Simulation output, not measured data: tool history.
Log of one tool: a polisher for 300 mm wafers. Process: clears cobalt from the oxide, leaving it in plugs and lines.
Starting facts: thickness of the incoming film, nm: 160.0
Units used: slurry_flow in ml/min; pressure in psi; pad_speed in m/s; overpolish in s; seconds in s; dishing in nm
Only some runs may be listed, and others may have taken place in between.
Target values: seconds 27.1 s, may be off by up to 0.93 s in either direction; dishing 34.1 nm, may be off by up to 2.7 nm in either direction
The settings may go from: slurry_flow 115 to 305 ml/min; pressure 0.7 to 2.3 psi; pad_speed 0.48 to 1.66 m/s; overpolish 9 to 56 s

run 1 hour=0 | slurry_flow=195 pressure=1.5 pad_speed=1.06 overpolish=29 | seconds=42.371 dishing=48.047
run 2 hour=7.1 | slurry_flow=195 pressure=1.5 pad_speed=1.06 overpolish=36 | seconds=42.372 dishing=52.595
run 3 hour=10.9 | slurry_flow=195 pressure=1.6 pad_speed=1.06 overpolish=36 | seconds=40.242 dishing=55.344
run 4 hour=14.9 | slurry_flow=220 pressure=1.6 pad_speed=1.06 overpolish=36 | seconds=40.151 dishing=53.283
run 5 hour=16.6 | slurry_flow=250 pressure=1.7 pad_speed=1.1 overpolish=27 | seconds=37.049 dishing=53.515
run 6 hour=20.4 | slurry_flow=205 pressure=1.7 pad_speed=1.22 overpolish=21 | seconds=33.748 dishing=47.138
run 7 hour=24.8 | slurry_flow=150 pressure=2 pad_speed=1.34 overpolish=9 | seconds=28.912 dishing=31.877
run 8 hour=26.6 | slurry_flow=155 pressure=2 pad_speed=1.34 overpolish=9 | seconds=29.469 dishing=31.655
run 9 hour=29.9 | slurry_flow=160 pressure=2 pad_speed=1.34 overpolish=9 | seconds=28.746 dishing=32.144
run 10 hour=38.2 | slurry_flow=165 pressure=2 pad_speed=1.34 overpolish=9 | seconds=28.568 dishing=32.942
run 11 hour=45.7 | slurry_flow=170 pressure=2 pad_speed=1.34 overpolish=9 | seconds=28.587 dishing=32.458
run 12 hour=50 | slurry_flow=175 pressure=2.1 pad_speed=1.34 overpolish=12 | seconds=27.645 dishing=39.394
run 13 hour=59 | slurry_flow=165 pressure=2.1 pad_speed=1.34 overpolish=11 | seconds=27.321 dishing=39.469

Which of these 4 next moves meets every target?
run A hour=68 | slurry_flow=160 pressure=2.3 pad_speed=1.26 overpolish=19 | seconds=? dishing=?
run B hour=68 | slurry_flow=170 pressure=1.9 pad_speed=1.48 overpolish=9 | seconds=? dishing=?
run C hour=68 | slurry_flow=140 pressure=2 pad_speed=1.42 overpolish=16 | seconds=? dishing=?
run D hour=68 | slurry_flow=225 pressure=2 pad_speed=1.3 overpolish=15 | seconds=? dishing=?

move=A seconds=27.798 dishing=46.843
move=B seconds=26.826 dishing=32.472
move=C seconds=27.806 dishing=43.623
move=D seconds=28.403 dishing=41.944
A: moves away from the targets compared with the last run
B: all results land within tolerance of their targets
C: moves away from the targets compared with the last run
D: moves away from the targets compared with the last run
Answer: B
